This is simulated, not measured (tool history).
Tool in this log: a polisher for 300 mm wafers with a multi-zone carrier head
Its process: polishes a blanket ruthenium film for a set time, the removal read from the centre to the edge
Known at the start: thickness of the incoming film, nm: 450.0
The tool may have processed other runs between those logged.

run  hour  flow of slurry (ml/min)  pressure of the head's centre zone  pressure of the head's middle zone  pressure of the head's edge zone  polishing time (s)  film removed at the wafer's centre (angstrom)  film removed at mid-radius (angstrom)  film removed at the wafer's edge (angstrom)
  1   0.0                      155                                1.00                                1.00                              1.00                  85                                         949.33                                 927.09                                       978.14
  2   4.4                      150                                1.00                                0.97                              0.98                  82                                         903.04                                 889.94                                       924.31
  3  13.2                      150                                1.00                                0.97                              0.90                  82                                         897.64                                 885.58                                       889.59
  4  15.0                      150                                1.00                                0.97                              0.96                  82                                         912.63                                 883.48                                       919.04
  5  20.8                      150                                1.00                                0.97                              1.04                  82                                         909.38                                 894.36                                       957.61
  6  23.8                      150                                1.00                                0.91                              1.04                  82                                         892.01                                 853.43                                       941.34
  7  32.7                      145                                1.01                                0.89                              1.05                  78                                         843.75                                 787.96                                       904.52

What will run 8 give?
  8  33.8                      140                                1.02                                0.88                              1.03                  76                                              ?                                      ?                                            ?

{"run 8": {"film removed at the wafer's centre (angstrom)": 828.87, "film removed at mid-radius (angstrom)": 752.97, "film removed at the wafer's edge (angstrom)": 856.92}}
